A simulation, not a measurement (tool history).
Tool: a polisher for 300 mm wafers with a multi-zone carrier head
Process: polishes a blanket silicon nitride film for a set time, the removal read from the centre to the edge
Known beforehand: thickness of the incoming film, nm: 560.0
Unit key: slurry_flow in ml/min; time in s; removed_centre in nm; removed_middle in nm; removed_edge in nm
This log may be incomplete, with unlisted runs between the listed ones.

Run 1, hour 0: slurry_flow 310 ml/min, centre_zone 1, middle_zone 1, edge_zone 1, time 39 s. Result: removed_centre 116.17 nm, removed_middle 116.7 nm, removed_edge 116.9 nm.
Run 2, hour 3.3: slurry_flow 310 ml/min, centre_zone 1, middle_zone 1, edge_zone 1.05, time 39 s. Result: removed_centre 115.59 nm, removed_middle 114.16 nm, removed_edge 120.91 nm.
Run 3, hour 7.6: slurry_flow 315 ml/min, centre_zone 1.02, middle_zone 1.01, edge_zone 1.06, time 39 s. Result: removed_centre 118.07 nm, removed_middle 116.76 nm, removed_edge 119.62 nm.
Run 4, hour 14.6: slurry_flow 315 ml/min, centre_zone 1.02, middle_zone 1.01, edge_zone 1.06, time 34 s. Result: removed_centre 100.86 nm, removed_middle 101.8 nm, removed_edge 102.27 nm.
Run 5, hour 15.9: slurry_flow 315 ml/min, centre_zone 1.02, middle_zone 1.01, edge_zone 1.01, time 34 s. Result: removed_centre 101.52 nm, removed_middle 100.41 nm, removed_edge 98.709 nm.
Run 6, hour 20.3: slurry_flow 315 ml/min, centre_zone 1.03, middle_zone 1.01, edge_zone 1.03, time 35 s. Result: removed_centre 107.02 nm, removed_middle 104.98 nm, removed_edge 106.09 nm.
Run 7, hour 28.6: slurry_flow 315 ml/min, centre_zone 1.05, middle_zone 1.02, edge_zone 1.05, time 36 s. Result: removed_centre 110.4 nm, removed_middle 109.53 nm, removed_edge 110.86 nm.
Run 8, hour 34.1: slurry_flow 320 ml/min, centre_zone 1.07, middle_zone 1.02, edge_zone 1.05, time 37 s. Result: removed_centre 115.17 nm, removed_middle 111.41 nm, removed_edge 110.41 nm.
Run 9, hour 38: slurry_flow 315 ml/min, centre_zone 1.08, middle_zone 1.02, edge_zone 1.06, time 38 s. Result: removed_centre 121.12 nm, removed_middle 115.12 nm, removed_edge 115.57 nm.

Estimate the outcome of run 10 from the log above:
Run 10, hour 39.1: slurry_flow 295 ml/min, centre_zone 1.14, middle_zone 1.06, edge_zone 1.16, time 42 s. Result: removed_centre ?, removed_middle ?, removed_edge ?.

Run 10 produced removed_centre 137.98 nm, removed_middle 131.85 nm, removed_edge 130.09 nm.
